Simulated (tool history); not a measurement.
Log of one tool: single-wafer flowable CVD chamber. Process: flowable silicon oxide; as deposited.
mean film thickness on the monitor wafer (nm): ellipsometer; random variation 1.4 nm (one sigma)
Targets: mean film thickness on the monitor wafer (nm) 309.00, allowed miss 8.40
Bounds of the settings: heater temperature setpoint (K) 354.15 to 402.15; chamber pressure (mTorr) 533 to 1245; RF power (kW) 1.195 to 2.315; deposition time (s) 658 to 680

run,day,heater temperature setpoint (K),chamber pressure (mTorr),RF power (kW),deposition time (s),mean film thickness on the monitor wafer (nm)
1,0.000,378.15,889,1.755,658,383.97
2,0.100,379.15,889,1.755,658,373.65
3,0.408,380.15,889,1.755,658,359.45
4,0.650,380.15,980,1.755,658,393.49
5,0.867,381.15,980,1.755,658,379.71
6,1.171,381.15,980,1.755,680,390.43
7,1.479,382.15,980,1.755,680,375.15
8,1.621,383.15,980,1.755,680,362.48
9,1.754,384.15,980,1.755,680,351.45
10,1.829,385.15,980,1.755,680,338.00

5 next moves are on the table. One of them brings every result within its allowed miss. Which?
A,1.904,387.15,1034,1.745,677,?
B,1.904,387.15,1161,1.960,658,?
C,1.904,387.15,990,1.680,674,?
D,1.904,377.15,851,1.380,675,?
E,1.904,381.15,1066,1.300,680,?

move,mean film thickness on the monitor wafer (nm)
A,333.01
B,373.25
C,313.67
D,360.58
E,376.77
A: nearer than the last run, and not there yet
B: further off than the last run
C: meets every target
D: further off than the last run
E: further off than the last run
Answer: C
